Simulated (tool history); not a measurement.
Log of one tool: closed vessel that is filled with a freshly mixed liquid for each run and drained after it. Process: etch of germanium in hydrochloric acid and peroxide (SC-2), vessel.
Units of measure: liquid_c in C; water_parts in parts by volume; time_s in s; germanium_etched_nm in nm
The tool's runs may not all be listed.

| run | hour | liquid_c | water_parts | time_s | germanium_etched_nm |
|---|---|---|---|---|---|
| 1 | 0.0 | 49.0 | 11.5 | 30 | 54.543 |
| 2 | 5.4 | 49.0 | 11.5 | 30 | 54.995 |
| 3 | 10.3 | 53.5 | 11.5 | 30 | 62.087 |
| 4 | 19.2 | 53.5 | 11.5 | 30 | 61.972 |
| 5 | 21.2 | 53.5 | 15.0 | 30 | 61.057 |
| 6 | 29.4 | 51.5 | 15.0 | 30 | 57.278 |
| 7 | 36.3 | 50.0 | 15.0 | 30 | 54.373 |

For run 8, what comes out?
| 8 | 41.8 | 49.0 | 15.0 | 30 | ? |

germanium_etched_nm: 52.084 nm
